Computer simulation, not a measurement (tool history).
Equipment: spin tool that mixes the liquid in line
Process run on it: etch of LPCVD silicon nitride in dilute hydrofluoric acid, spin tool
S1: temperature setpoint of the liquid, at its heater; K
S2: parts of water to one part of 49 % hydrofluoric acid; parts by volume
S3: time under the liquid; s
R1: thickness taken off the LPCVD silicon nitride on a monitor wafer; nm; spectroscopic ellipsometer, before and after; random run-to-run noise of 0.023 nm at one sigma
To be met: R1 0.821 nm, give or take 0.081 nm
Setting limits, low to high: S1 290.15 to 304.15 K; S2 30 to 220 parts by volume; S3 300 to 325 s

run 1 day=0 | S1=296.15 S2=125 S3=300 | R1=1.169
run 2 day=0.3 | S1=298.15 S2=125 S3=300 | R1=1.4251
run 3 day=0.625 | S1=298.15 S2=125 S3=325 | R1=1.5701
run 4 day=0.783 | S1=298.15 S2=125 S3=300 | R1=1.4228
run 5 day=1.096 | S1=296.65 S2=130 S3=300 | R1=1.2019
run 6 day=1.342 | S1=296.65 S2=110 S3=300 | R1=1.4918
run 7 day=1.617 | S1=295.15 S2=115 S3=300 | R1=1.1944
run 8 day=1.792 | S1=294.15 S2=120 S3=300 | R1=1.0692
run 9 day=1.912 | S1=293.15 S2=120 S3=300 | R1=1.0529
run 10 day=2.092 | S1=292.65 S2=125 S3=300 | R1=0.98834
run 11 day=2.4 | S1=292.15 S2=130 S3=300 | R1=0.93532

Of the 4 settings listed for the next run, only one would bring every result within its allowed miss of target. Which one?
run A day=2.708 | S1=292.15 S2=105 S3=310 | R1=?
run B day=2.708 | S1=291.65 S2=135 S3=300 | R1=?
run C day=2.708 | S1=293.15 S2=125 S3=310 | R1=?
run D day=2.708 | S1=290.15 S2=100 S3=305 | R1=?

move=A R1=1.1302
move=B R1=0.82803
move=C R1=1.0207
move=D R1=1.0154
A: its largest miss is bigger than the last run's
B: all results in spec
C: its largest miss is bigger than the last run's
D: its largest miss is bigger than the last run's
So the answer is move B, the one that meets all the targets.

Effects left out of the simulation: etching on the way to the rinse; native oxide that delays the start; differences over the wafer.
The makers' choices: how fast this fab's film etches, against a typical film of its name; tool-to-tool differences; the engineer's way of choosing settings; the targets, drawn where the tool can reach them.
